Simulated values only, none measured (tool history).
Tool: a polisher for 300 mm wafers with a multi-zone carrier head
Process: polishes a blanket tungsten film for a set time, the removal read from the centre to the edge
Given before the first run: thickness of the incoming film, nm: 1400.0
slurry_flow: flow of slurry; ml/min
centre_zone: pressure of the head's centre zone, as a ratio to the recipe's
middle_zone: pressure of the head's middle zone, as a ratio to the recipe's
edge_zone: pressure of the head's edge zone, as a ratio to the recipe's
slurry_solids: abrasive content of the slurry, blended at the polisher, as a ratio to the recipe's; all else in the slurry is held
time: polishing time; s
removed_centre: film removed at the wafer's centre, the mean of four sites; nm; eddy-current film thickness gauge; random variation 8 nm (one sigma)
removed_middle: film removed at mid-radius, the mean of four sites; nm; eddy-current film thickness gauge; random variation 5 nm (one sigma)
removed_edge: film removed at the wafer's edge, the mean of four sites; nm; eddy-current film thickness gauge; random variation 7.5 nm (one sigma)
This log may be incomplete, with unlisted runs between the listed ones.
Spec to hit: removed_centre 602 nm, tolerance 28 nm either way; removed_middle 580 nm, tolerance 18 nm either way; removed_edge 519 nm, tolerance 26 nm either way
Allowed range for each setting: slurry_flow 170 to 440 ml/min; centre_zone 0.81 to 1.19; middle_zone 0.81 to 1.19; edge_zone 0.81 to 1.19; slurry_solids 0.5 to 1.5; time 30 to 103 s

run	hour	slurry_flow	centre_zone	middle_zone	edge_zone	slurry_solids	time	removed_centre	removed_middle	removed_edge
1	0	280	1	1	1	1	66	330.72	339.41	334.07
2	1.5	290	1.05	1.04	1.02	1.15	72	390.6	405.23	373.02
3	5.6	290	1.05	0.96	1.02	1.15	72	390.72	374.22	368.43
4	11.2	290	1.05	0.96	1.02	1	72	371.07	359.94	365.15
5	17.5	290	1.05	0.96	1.02	1	83	435.34	417.38	416.05
6	23.7	295	1.08	0.98	1.05	1.15	85	481.81	451.24	441.08
7	25.1	295	1.09	1.01	1.07	1.25	87	504.41	481.08	457.79
8	33.6	300	1.1	1.03	1.08	1.35	89	528.76	507.43	495.26

Next run, 5 choices. One meets every target within its allowed miss, the rest don't. Which?
A	42.1	350	0.98	1.05	1.08	1.3	83	?	?	?
B	42.1	270	1.16	1.1	1.03	1.3	98	?	?	?
C	42.1	250	1.14	0.84	1.18	1.3	85	?	?	?
D	42.1	315	1.16	1.1	1.01	1.3	101	?	?	?
E	42.1	395	1.04	0.99	1.09	1.5	86	?	?	?

move	removed_centre	removed_middle	removed_edge
A	431.26	484.3	457.49
B	586.16	578.89	519.37
C	493.4	396.64	473.76
D	615.42	606.67	538.08
E	493.46	496.11	493.81
A: lands further from the targets than the last run did
B: every result within its allowed miss
C: lands further from the targets than the last run did
D: the result that was furthest off in the last run now lies on the other side of its target
E: lands further from the targets than the last run did
Move B is the one to make.
